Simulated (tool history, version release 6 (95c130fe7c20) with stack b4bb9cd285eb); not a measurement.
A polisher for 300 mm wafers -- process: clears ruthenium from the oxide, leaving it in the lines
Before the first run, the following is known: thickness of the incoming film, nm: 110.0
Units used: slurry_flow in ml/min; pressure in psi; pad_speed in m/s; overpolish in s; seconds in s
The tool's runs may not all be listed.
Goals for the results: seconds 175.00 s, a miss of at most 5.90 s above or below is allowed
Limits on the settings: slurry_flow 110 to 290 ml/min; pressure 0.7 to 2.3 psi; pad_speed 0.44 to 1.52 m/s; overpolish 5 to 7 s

| run | hour | slurry_flow | pressure | pad_speed | overpolish | seconds |
|---|---|---|---|---|---|---|
| 1 | 0.0 | 185 | 1.5 | 0.98 | 7 | 150.06 |
| 2 | 3.5 | 180 | 1.4 | 0.98 | 7 | 166.52 |
| 3 | 4.8 | 170 | 1.4 | 0.98 | 7 | 166.71 |
| 4 | 12.4 | 170 | 1.4 | 0.98 | 5 | 165.95 |
|  | 13.6 | worn pad replaced by a new one |
| 5 | 13.6 | 170 | 1.4 | 0.98 | 7 | 147.92 |
| 6 | 17.8 | 170 | 1.4 | 0.98 | 7 | 148.02 |
| 7 | 20.5 | 175 | 1.4 | 0.98 | 7 | 145.12 |
| 8 | 27.5 | 145 | 1.1 | 0.98 | 7 | 188.81 |

4 next moves are on the table. One of them brings every result within its allowed miss. Which?
| A | 34.5 | 125 | 1.2 | 1.10 | 7 | ? |
| B | 34.5 | 145 | 1.3 | 0.98 | 5 | ? |
| C | 34.5 | 150 | 1.1 | 1.08 | 7 | ? |
| D | 34.5 | 160 | 0.9 | 1.26 | 5 | ? |

| move | seconds |
|---|---|
| A | 165.91 |
| B | 161.63 |
| C | 175.96 |
| D | 188.07 |
A: takes the biggest miss from the last run beyond its target
B: takes the biggest miss from the last run beyond its target
C: every result within its allowed miss
D: nearer the targets than the last run, but a result is still out of spec
Move C is the one to make.

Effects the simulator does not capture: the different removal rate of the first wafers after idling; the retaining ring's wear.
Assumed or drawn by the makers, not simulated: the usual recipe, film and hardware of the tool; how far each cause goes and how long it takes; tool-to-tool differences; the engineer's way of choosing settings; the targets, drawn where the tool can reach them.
